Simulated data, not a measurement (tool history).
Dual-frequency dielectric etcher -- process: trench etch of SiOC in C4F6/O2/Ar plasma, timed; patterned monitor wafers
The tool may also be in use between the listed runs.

| run | hour | source power (W) | bias power (W) | etch time (s) | mean etch depth across the wafer (nm) |
|---|---|---|---|---|---|
| 1 | 0 | 450 | 134 | 29 | 68.223 |
| 2 | 8.7 | 450 | 113 | 29 | 65.692 |
| 3 | 10.3 | 470 | 114 | 29 | 66.96 |
| 4 | 16.2 | 470 | 137 | 29 | 69.953 |
| 5 | 18.5 | 470 | 137 | 29 | 69.752 |
| 6 | 24.9 | 480 | 138 | 29 | 70.116 |
| 7 | 26.2 | 490 | 139 | 29 | 71.212 |
| 8 | 28 | 500 | 140 | 29 | 71.431 |
| 9 | 30.3 | 510 | 141 | 29 | 72.341 |
| 10 | 38.1 | 520 | 142 | 29 | 72.507 |
| 11 | 41.7 | 530 | 143 | 29 | 73.908 |

Predict the results of run 12:
| 12 | 43.5 | 540 | 143 | 29 | ? |

mean etch depth across the wafer (nm): 73.778
